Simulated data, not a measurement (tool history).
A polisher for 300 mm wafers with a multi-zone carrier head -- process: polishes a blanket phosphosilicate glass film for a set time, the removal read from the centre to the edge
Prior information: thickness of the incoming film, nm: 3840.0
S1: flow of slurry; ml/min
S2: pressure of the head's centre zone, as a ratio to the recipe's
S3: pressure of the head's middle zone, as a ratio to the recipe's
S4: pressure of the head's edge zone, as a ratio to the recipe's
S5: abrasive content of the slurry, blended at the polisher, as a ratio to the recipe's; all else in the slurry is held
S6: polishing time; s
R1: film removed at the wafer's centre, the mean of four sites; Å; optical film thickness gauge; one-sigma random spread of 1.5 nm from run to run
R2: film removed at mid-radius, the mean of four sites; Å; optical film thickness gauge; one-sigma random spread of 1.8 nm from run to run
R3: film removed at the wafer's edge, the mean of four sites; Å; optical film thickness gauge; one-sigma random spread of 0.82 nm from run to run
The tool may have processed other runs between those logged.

run 1 day=0.000 | S1=170 S2=1.00 S3=1.00 S4=1.00 S5=1.00 S6=40 | R1=2945.0 R2=2669.1 R3=2666.9
run 2 day=0.233 | S1=170 S2=1.00 S3=1.00 S4=1.00 S5=1.00 S6=47 | R1=3387.5 R2=3182.9 R3=3170.0
run 3 day=0.533 | S1=165 S2=1.00 S3=1.01 S4=0.95 S5=0.85 S6=40 | R1=2688.8 R2=2421.7 R3=2353.1
run 4 day=0.842 | S1=160 S2=0.99 S3=1.02 S4=0.91 S5=0.75 S6=36 | R1=2153.4 R2=2026.8 R3=1897.7
-- day=1.196 centre zone pressure recalibrated
run 5 day=1.196 | S1=160 S2=0.99 S3=1.07 S4=0.91 S5=0.75 S6=36 | R1=1976.7 R2=2159.8 R3=1899.0
run 6 day=1.429 | S1=155 S2=1.00 S3=1.05 S4=0.88 S5=0.70 S6=34 | R1=1781.4 R2=1880.2 R3=1671.9

Estimate the outcome of run 7 from the log above:
run 7 day=1.725 | S1=135 S2=1.10 S3=1.01 S4=0.81 S5=0.50 S6=30 | R1=? R2=? R3=?

{"run 7": {"R1": 1216.7, "R2": 1113.7, "R3": 1014.7}}
